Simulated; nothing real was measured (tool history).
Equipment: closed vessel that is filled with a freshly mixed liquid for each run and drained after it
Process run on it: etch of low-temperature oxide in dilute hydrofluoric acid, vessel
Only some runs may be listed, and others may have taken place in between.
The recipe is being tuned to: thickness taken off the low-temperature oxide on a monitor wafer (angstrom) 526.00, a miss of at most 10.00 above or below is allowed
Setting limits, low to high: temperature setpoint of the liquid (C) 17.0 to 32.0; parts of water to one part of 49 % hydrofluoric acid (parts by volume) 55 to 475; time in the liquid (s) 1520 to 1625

run	hour	temperature setpoint of the liquid (C)	parts of water to one part of 49 % hydrofluoric acid (parts by volume)	time in the liquid (s)	thickness taken off the low-temperature oxide on a monitor wafer (angstrom)
1	0.0	24.0	265	1520	895.50
2	2.9	22.0	285	1520	759.05
3	11.7	22.0	285	1520	763.97
4	14.7	20.5	300	1520	674.22
5	21.0	17.0	300	1520	591.01
6	25.9	17.0	245	1520	762.35
7	30.7	17.0	270	1520	678.20
8	37.7	17.0	285	1520	635.13

Below are 4 possible settings for the next run. Only one of them brings all results inside the allowed miss of their targets. Which is it?
A	44.7	17.0	315	1520	?
B	44.7	17.5	345	1520	?
C	44.7	17.0	340	1520	?
D	44.7	17.0	345	1615	?

move	thickness taken off the low-temperature oxide on a monitor wafer (angstrom)
A	563.14
B	511.09
C	511.18
D	533.10
A: nearer the targets than the last run, but a result is still out of spec
B: takes the biggest miss from the last run beyond its target
C: takes the biggest miss from the last run beyond its target
D: each result inside its tolerance
D is the move that brings every result within its allowed miss.
